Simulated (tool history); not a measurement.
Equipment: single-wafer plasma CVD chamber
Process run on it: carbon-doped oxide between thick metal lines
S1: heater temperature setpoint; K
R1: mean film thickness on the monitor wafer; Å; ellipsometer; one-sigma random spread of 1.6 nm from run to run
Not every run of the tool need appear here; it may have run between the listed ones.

Run 1, hour 0: S1 633.15 K, chamber pressure (Torr) 3.74, RF power (W) 395, deposition time (s) 88.5. Result: R1 3692.7 Å.
Run 2, hour 4.5: S1 639.15 K, chamber pressure (Torr) 3.74, RF power (W) 395, deposition time (s) 88.5. Result: R1 3672.5 Å.
Run 3, hour 7.4: S1 639.15 K, chamber pressure (Torr) 3.74, RF power (W) 395, deposition time (s) 88.5. Result: R1 3658.9 Å.
Run 4, hour 11: S1 639.15 K, chamber pressure (Torr) 3.74, RF power (W) 445, deposition time (s) 88.5. Result: R1 3894.9 Å.
Run 5, hour 18.8: S1 640.15 K, chamber pressure (Torr) 3.63, RF power (W) 425, deposition time (s) 88.5. Result: R1 3734.5 Å.
Run 6, hour 22.7: S1 641.15 K, chamber pressure (Torr) 3.44, RF power (W) 420, deposition time (s) 88.5. Result: R1 3708.1 Å.
Run 7, hour 28.8: S1 642.15 K, chamber pressure (Torr) 3.33, RF power (W) 405, deposition time (s) 88.5. Result: R1 3605.7 Å.

Run 8, settings as shown, results not yet in. Your forecast:
Run 8, hour 35.9: S1 643.15 K, chamber pressure (Torr) 3.22, RF power (W) 395, deposition time (s) 88.5. Result: R1 ?.

R1: 3549.1 Å
